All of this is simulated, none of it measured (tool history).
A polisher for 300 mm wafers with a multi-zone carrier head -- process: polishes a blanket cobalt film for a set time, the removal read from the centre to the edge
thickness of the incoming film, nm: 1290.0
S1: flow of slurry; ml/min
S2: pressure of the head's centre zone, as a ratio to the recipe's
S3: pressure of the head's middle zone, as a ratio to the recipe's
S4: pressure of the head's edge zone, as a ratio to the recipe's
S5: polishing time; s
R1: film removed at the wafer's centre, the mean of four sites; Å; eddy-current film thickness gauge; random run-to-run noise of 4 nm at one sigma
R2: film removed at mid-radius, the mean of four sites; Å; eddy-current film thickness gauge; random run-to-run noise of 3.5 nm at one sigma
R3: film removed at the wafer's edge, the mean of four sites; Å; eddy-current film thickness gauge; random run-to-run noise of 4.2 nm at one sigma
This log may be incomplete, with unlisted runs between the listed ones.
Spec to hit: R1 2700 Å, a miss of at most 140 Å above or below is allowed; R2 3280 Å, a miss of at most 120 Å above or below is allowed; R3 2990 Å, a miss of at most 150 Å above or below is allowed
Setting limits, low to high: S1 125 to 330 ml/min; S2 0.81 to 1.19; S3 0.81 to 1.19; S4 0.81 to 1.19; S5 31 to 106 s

{"run": 1, "hour": 0.0, "S1": 210, "S2": 1, "S3": 1, "S4": 1, "S5": 68, "R1": 2350.6, "R2": 2401, "R3": 2408.4}
{"run": 2, "hour": 8.3, "S1": 210, "S2": 1, "S3": 1, "S4": 1, "S5": 54, "R1": 1909, "R2": 1904.7, "R3": 1868.2}
{"run": 3, "hour": 17.0, "S1": 210, "S2": 1, "S3": 1.06, "S4": 1, "S5": 54, "R1": 1903.3, "R2": 2022.2, "R3": 1903.9}
{"run": 4, "hour": 24.4, "S1": 210, "S2": 1, "S3": 1.06, "S4": 1, "S5": 70, "R1": 2493.7, "R2": 2601.8, "R3": 2455.8}
{"run": 5, "hour": 30.8, "S1": 210, "S2": 1.07, "S3": 1.06, "S4": 1, "S5": 70, "R1": 2646.2, "R2": 2612.4, "R3": 2481.8}
{"run": 6, "hour": 34.4, "S1": 210, "S2": 1.07, "S3": 1.06, "S4": 0.95, "S5": 70, "R1": 2683.9, "R2": 2563.4, "R3": 2448.5}
{"run": 7, "hour": 40.4, "S1": 210, "S2": 1.07, "S3": 1.06, "S4": 0.95, "S5": 70, "R1": 2651.9, "R2": 2610.3, "R3": 2395.1}
{"run": 8, "hour": 42.5, "S1": 215, "S2": 1.05, "S3": 1.08, "S4": 0.97, "S5": 71, "R1": 2650.5, "R2": 2712.8, "R3": 2491.9}
{"run": 9, "hour": 47.7, "S1": 220, "S2": 1.04, "S3": 1.09, "S4": 0.99, "S5": 72, "R1": 2625.6, "R2": 2767.1, "R3": 2547.1}
{"run": 10, "hour": 53.1, "S1": 225, "S2": 1.03, "S3": 1.1, "S4": 1.01, "S5": 73, "R1": 2648.1, "R2": 2819.1, "R3": 2587.1}
{"run": 11, "hour": 57.5, "S1": 225, "S2": 1.02, "S3": 1.11, "S4": 1.02, "S5": 74, "R1": 2635.5, "R2": 2844, "R3": 2669.7}
{"run": 12, "hour": 65.1, "S1": 225, "S2": 1.01, "S3": 1.12, "S4": 1.02, "S5": 75, "R1": 2720.7, "R2": 2902.5, "R3": 2632.9}

Pick the move, out of 4, that brings all results within their allowed miss; only one does.
{"run": "A", "hour": 72.7, "S1": 260, "S2": 0.9, "S3": 1.01, "S4": 1.09, "S5": 83, "R1": "?", "R2": "?", "R3": "?"}
{"run": "B", "hour": 72.7, "S1": 305, "S2": 0.91, "S3": 1.12, "S4": 1.02, "S5": 81, "R1": "?", "R2": "?", "R3": "?"}
{"run": "C", "hour": 72.7, "S1": 190, "S2": 1.03, "S3": 0.97, "S4": 1.19, "S5": 79, "R1": "?", "R2": "?", "R3": "?"}
{"run": "D", "hour": 72.7, "S1": 235, "S2": 1.02, "S3": 1.11, "S4": 0.92, "S5": 69, "R1": "?", "R2": "?", "R3": "?"}

move=A R1=2767.4 R2=3005 R3=3128
move=B R1=2781.9 R2=3255.5 R3=2986.3
move=C R1=2868.9 R2=2653.1 R3=3024.1
move=D R1=2565.4 R2=2674.8 R3=2371.5
A: an improvement on the last run, though not all results are within tolerance
B: every result lands within tolerance
C: further off than the last run
D: further off than the last run
Correct choice: B, which meets every target
